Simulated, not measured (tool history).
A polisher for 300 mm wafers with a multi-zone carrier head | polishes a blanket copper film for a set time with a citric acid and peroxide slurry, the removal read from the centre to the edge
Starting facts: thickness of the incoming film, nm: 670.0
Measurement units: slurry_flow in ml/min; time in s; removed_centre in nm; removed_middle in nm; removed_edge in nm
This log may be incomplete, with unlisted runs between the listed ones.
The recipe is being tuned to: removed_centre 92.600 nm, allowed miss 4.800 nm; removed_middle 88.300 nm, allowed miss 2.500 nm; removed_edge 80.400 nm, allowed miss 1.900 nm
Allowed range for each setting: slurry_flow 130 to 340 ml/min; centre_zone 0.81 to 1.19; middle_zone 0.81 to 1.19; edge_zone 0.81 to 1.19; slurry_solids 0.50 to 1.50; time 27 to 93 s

run	day	slurry_flow	centre_zone	middle_zone	edge_zone	slurry_solids	time	removed_centre	removed_middle	removed_edge
1	0.000	220	1.00	1.00	1.00	1.00	59	142.360	147.890	147.120
2	0.288	220	1.02	1.00	0.97	0.90	54	131.320	131.630	129.610
3	0.592	220	1.08	1.00	0.97	0.90	54	143.760	132.940	129.380
4	0.629	220	1.08	1.00	0.91	0.90	54	140.760	134.110	127.020
5	0.958	220	1.08	1.00	0.90	0.80	50	127.960	122.480	112.690
6	1.275	220	1.07	0.99	0.89	0.75	48	121.110	114.490	106.420
7	1.550	210	1.03	0.99	0.81	0.50	36	76.980	78.839	71.282
8	1.779	225	1.04	0.99	0.83	0.50	36	78.251	78.486	73.172
9	1.917	230	1.06	1.01	0.85	0.50	36	82.645	79.555	73.548

Which one of the following 5 next-run settings gets every result inside its allowed miss? There is exactly one.
A	2.054	220	1.05	1.04	0.86	0.50	32	?	?	?
B	2.054	160	1.03	0.95	0.88	0.55	42	?	?	?
C	2.054	285	0.99	0.96	0.96	0.70	32	?	?	?
D	2.054	220	1.11	1.03	0.87	0.50	39	?	?	?
E	2.054	230	0.94	0.83	0.93	0.50	37	?	?	?

move	removed_centre	removed_middle	removed_edge
A	72.778	72.868	65.297
B	89.645	85.433	84.719
C	75.859	75.106	74.788
D	93.797	88.053	79.959
E	75.679	70.271	78.507
A: lands further from the targets than the last run did
B: pushes the last run's worst result past its target
C: lands further from the targets than the last run did
D: in spec on every target
E: gets the furthest-off result to its target, but another result is out of tolerance
Go with D: it meets all targets.
